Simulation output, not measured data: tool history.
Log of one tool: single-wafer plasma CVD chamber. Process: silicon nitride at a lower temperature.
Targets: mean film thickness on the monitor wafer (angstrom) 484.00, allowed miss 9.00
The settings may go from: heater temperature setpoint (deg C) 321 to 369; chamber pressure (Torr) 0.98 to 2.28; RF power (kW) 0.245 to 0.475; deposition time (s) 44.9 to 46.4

run	hour	heater temperature setpoint (deg C)	chamber pressure (Torr)	RF power (kW)	deposition time (s)	mean film thickness on the monitor wafer (angstrom)
1	0.0	345	1.63	0.360	44.9	567.31
2	4.5	352	1.63	0.360	44.9	569.19
3	6.2	352	1.50	0.350	44.9	545.46
4	11.6	362	1.50	0.350	44.9	540.25
5	14.5	362	1.50	0.325	44.9	514.76
6	17.3	362	1.50	0.325	46.4	542.87
7	18.2	362	1.40	0.320	46.4	517.93
8	19.0	362	1.34	0.320	46.4	513.22
9	20.0	362	1.29	0.320	46.4	506.68
10	24.5	362	1.25	0.320	46.4	499.68
11	27.9	362	1.22	0.320	46.4	493.92

5 next moves are on the table. One of them brings every result within its allowed miss. Which?
A	31.3	367	1.27	0.315	46.4	?
B	31.3	361	1.13	0.350	46.4	?
C	31.3	366	1.27	0.295	46.4	?
D	31.3	361	1.25	0.320	46.4	?
E	31.3	365	1.16	0.340	46.4	?

move	mean film thickness on the monitor wafer (angstrom)
A	502.63
B	511.12
C	484.60
D	505.33
E	507.44
A: further off than the last run
B: further off than the last run
C: meets every target
D: further off than the last run
E: further off than the last run
The right move is C.
